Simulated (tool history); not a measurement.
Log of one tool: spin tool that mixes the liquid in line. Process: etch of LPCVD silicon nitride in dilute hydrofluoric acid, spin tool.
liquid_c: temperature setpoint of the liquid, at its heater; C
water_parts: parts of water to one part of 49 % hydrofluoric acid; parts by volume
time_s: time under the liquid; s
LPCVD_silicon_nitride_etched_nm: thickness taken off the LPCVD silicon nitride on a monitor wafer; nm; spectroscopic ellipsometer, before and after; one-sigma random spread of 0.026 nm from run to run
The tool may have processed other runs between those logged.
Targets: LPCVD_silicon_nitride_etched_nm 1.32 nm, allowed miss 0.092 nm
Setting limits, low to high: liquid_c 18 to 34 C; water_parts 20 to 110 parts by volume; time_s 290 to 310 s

| run | hour | liquid_c | water_parts | time_s | LPCVD_silicon_nitride_etched_nm |
|---|---|---|---|---|---|
| 1 | 0 | 26 | 60 | 290 | 3.2792 |
| 2 | 3.7 | 26 | 45 | 290 | 4.2073 |
| 3 | 8.3 | 26 | 35 | 290 | 5.6915 |
| 4 | 15.7 | 25 | 40 | 290 | 4.5113 |
| 5 | 16.4 | 24 | 45 | 290 | 3.6535 |
| 6 | 21.6 | 24 | 45 | 310 | 3.9571 |
| 7 | 26.8 | 23 | 50 | 310 | 3.3606 |
| 8 | 35 | 22.5 | 55 | 310 | 3.0604 |
| 9 | 38.8 | 18.5 | 80 | 295 | 1.4752 |
| 10 | 45.4 | 18.5 | 85 | 295 | 1.3883 |

Below are 4 possible settings for the next run. Only one of them brings all results inside the allowed miss of their targets. Which is it?
| A | 52 | 19 | 80 | 295 | ? |
| B | 52 | 20 | 80 | 290 | ? |
| C | 52 | 18 | 90 | 310 | ? |
| D | 52 | 18.5 | 80 | 300 | ? |

| move | LPCVD_silicon_nitride_etched_nm |
|---|---|
| A | 1.5506 |
| B | 1.6331 |
| C | 1.3558 |
| D | 1.5232 |
A: misses by more than the last run did
B: misses by more than the last run did
C: each result inside its tolerance
D: misses by more than the last run did
Go with C: it meets all targets.
